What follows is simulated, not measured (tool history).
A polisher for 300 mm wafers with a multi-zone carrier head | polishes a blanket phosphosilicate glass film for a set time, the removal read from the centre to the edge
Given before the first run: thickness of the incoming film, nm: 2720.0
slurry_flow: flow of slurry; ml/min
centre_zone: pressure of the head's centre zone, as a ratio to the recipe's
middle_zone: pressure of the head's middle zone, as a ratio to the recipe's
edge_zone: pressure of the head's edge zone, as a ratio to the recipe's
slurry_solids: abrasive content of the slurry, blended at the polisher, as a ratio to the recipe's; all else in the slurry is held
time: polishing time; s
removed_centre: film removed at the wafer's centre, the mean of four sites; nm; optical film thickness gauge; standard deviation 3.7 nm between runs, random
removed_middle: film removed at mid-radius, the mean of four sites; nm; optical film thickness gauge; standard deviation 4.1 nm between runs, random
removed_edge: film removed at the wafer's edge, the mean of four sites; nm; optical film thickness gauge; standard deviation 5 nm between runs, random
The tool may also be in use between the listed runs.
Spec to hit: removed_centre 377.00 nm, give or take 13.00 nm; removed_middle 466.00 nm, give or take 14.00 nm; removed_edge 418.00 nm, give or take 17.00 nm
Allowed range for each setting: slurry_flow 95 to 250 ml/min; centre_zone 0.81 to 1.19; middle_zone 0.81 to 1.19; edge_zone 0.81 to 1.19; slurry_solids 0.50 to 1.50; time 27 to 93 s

Run 1, hour 0.0: slurry_flow 160 ml/min, centre_zone 1.00, middle_zone 1.00, edge_zone 1.00, slurry_solids 1.00, time 59 s. Result: removed_centre 448.08 nm, removed_middle 461.57 nm, removed_edge 484.40 nm.
Run 2, hour 9.0: slurry_flow 160 ml/min, centre_zone 1.00, middle_zone 0.94, edge_zone 1.00, slurry_solids 1.00, time 59 s. Result: removed_centre 458.28 nm, removed_middle 433.78 nm, removed_edge 474.08 nm.
Run 3, hour 12.3: slurry_flow 160 ml/min, centre_zone 0.92, middle_zone 0.94, edge_zone 1.00, slurry_solids 1.00, time 59 s. Result: removed_centre 424.36 nm, removed_middle 439.77 nm, removed_edge 477.64 nm.
Run 4, hour 17.5: slurry_flow 160 ml/min, centre_zone 0.91, middle_zone 0.96, edge_zone 0.96, slurry_solids 1.00, time 59 s. Result: removed_centre 419.17 nm, removed_middle 454.58 nm, removed_edge 464.05 nm.
Run 5, hour 18.2: slurry_flow 120 ml/min, centre_zone 0.91, middle_zone 0.96, edge_zone 0.96, slurry_solids 1.00, time 59 s. Result: removed_centre 391.24 nm, removed_middle 415.82 nm, removed_edge 450.81 nm.
Run 6, hour 24.0: slurry_flow 120 ml/min, centre_zone 0.91, middle_zone 0.89, edge_zone 0.96, slurry_solids 1.00, time 59 s. Result: removed_centre 392.51 nm, removed_middle 394.84 nm, removed_edge 443.76 nm.
Run 7, hour 25.0: slurry_flow 120 ml/min, centre_zone 0.91, middle_zone 0.89, edge_zone 0.96, slurry_solids 1.00, time 59 s. Result: removed_centre 392.41 nm, removed_middle 390.55 nm, removed_edge 446.28 nm.
Run 8, hour 33.1: slurry_flow 160 ml/min, centre_zone 0.85, middle_zone 0.99, edge_zone 0.86, slurry_solids 0.95, time 59 s. Result: removed_centre 388.13 nm, removed_middle 441.24 nm, removed_edge 446.11 nm.
Run 9, hour 40.4: slurry_flow 165 ml/min, centre_zone 0.86, middle_zone 1.09, edge_zone 0.81, slurry_solids 0.80, time 59 s. Result: removed_centre 357.79 nm, removed_middle 445.53 nm, removed_edge 398.77 nm.
Run 10, hour 46.7: slurry_flow 165 ml/min, centre_zone 0.86, middle_zone 1.09, edge_zone 0.81, slurry_solids 0.80, time 59 s. Result: removed_centre 360.72 nm, removed_middle 442.69 nm, removed_edge 388.75 nm.
Run 11, hour 49.6: slurry_flow 170 ml/min, centre_zone 0.86, middle_zone 1.09, edge_zone 0.82, slurry_solids 0.80, time 59 s. Result: removed_centre 361.69 nm, removed_middle 448.52 nm, removed_edge 403.27 nm.

Which single option among these 5 for the next run brings every result within its allowed miss of target? Just one does.
Run A, hour 52.5: slurry_flow 170 ml/min, centre_zone 0.82, middle_zone 1.11, edge_zone 0.87, slurry_solids 0.80, time 60 s. Result: removed_centre ?, removed_middle ?, removed_edge ?.
Run B, hour 52.5: slurry_flow 175 ml/min, centre_zone 0.91, middle_zone 1.12, edge_zone 0.84, slurry_solids 0.65, time 62 s. Result: removed_centre ?, removed_middle ?, removed_edge ?.
Run C, hour 52.5: slurry_flow 205 ml/min, centre_zone 0.86, middle_zone 1.09, edge_zone 0.86, slurry_solids 0.85, time 57 s. Result: removed_centre ?, removed_middle ?, removed_edge ?.
Run D, hour 52.5: slurry_flow 220 ml/min, centre_zone 0.83, middle_zone 0.97, edge_zone 0.91, slurry_solids 0.75, time 57 s. Result: removed_centre ?, removed_middle ?, removed_edge ?.
Run E, hour 52.5: slurry_flow 190 ml/min, centre_zone 0.86, middle_zone 1.16, edge_zone 0.84, slurry_solids 0.75, time 56 s. Result: removed_centre ?, removed_middle ?, removed_edge ?.

move  removed_centre  removed_middle  removed_edge
   A          360.82          465.21        422.40
   B          364.30          431.61        384.10
   C          382.09          463.51        422.62
   D          349.55          396.11        405.73
   E          346.15          443.40        381.16
A: the worst result of the last run now meets its target, but another is out of spec
B: misses by more than the last run did
C: each result inside its tolerance
D: misses by more than the last run did
E: misses by more than the last run did
C meets every target.
